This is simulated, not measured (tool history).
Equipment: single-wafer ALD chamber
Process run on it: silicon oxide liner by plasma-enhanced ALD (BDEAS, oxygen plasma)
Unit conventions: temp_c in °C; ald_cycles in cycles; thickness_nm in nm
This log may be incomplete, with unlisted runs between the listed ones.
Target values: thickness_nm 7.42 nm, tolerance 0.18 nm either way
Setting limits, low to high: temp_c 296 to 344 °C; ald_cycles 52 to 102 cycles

run	hour	temp_c	ald_cycles	thickness_nm
1	0	320	77	6.1982
2	1.8	320	70	5.5821
3	8.6	320	74	5.9254
4	16.7	320	77	6.2076
5	18.1	320	80	6.4502
6	22	313	80	6.5137
7	29.9	313	82	6.6863
8	37.4	313	84	6.7494
9	45.9	313	86	6.9812
10	50.5	313	87	7.0285
11	59.1	313	88	7.1026

Which of these 5 next moves meets every target?
A	67.7	309	97	?
B	67.7	318	98	?
C	67.7	320	92	?
D	67.7	313	96	?
E	67.7	313	98	?

move	thickness_nm
A	7.848
B	7.8404
C	7.3419
D	7.7286
E	7.8896
A: moves the result that the last run missed by most past its target, out the other side
B: moves the result that the last run missed by most past its target, out the other side
C: each result inside its tolerance
D: moves the result that the last run missed by most past its target, out the other side
E: moves the result that the last run missed by most past its target, out the other side
So the answer is move C, the one that meets all the targets.
